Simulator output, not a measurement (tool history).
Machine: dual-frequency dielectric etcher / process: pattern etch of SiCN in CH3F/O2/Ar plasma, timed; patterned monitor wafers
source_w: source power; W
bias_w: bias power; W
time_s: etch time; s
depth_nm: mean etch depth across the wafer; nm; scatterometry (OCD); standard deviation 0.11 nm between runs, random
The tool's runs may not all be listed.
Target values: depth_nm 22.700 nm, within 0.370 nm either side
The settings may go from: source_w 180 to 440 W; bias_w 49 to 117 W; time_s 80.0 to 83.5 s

run	day	source_w	bias_w	time_s	depth_nm
1	0.000	310	83	80.0	25.486
2	0.138	340	83	80.0	26.414
3	0.483	340	83	83.5	27.601
4	0.817	300	80	83.5	26.135
5	1.058	270	79	83.5	25.223
6	1.138	230	79	83.5	24.214
7	1.233	220	78	83.5	23.772
8	1.550	210	78	83.5	23.438

Exactly one of the 5 candidate moves below puts every result within its allowed miss. Which one?
A	1.867	210	83	82.0	?
B	1.867	220	81	82.0	?
C	1.867	230	76	80.5	?
D	1.867	240	83	81.0	?
E	1.867	230	68	82.5	?

move	depth_nm
A	23.663
B	23.692
C	22.838
D	24.276
E	22.169
A: lands further from the targets than the last run did
B: lands further from the targets than the last run did
C: all results land within tolerance of their targets
D: lands further from the targets than the last run did
E: takes the biggest miss from the last run beyond its target
Move C is the one to make.

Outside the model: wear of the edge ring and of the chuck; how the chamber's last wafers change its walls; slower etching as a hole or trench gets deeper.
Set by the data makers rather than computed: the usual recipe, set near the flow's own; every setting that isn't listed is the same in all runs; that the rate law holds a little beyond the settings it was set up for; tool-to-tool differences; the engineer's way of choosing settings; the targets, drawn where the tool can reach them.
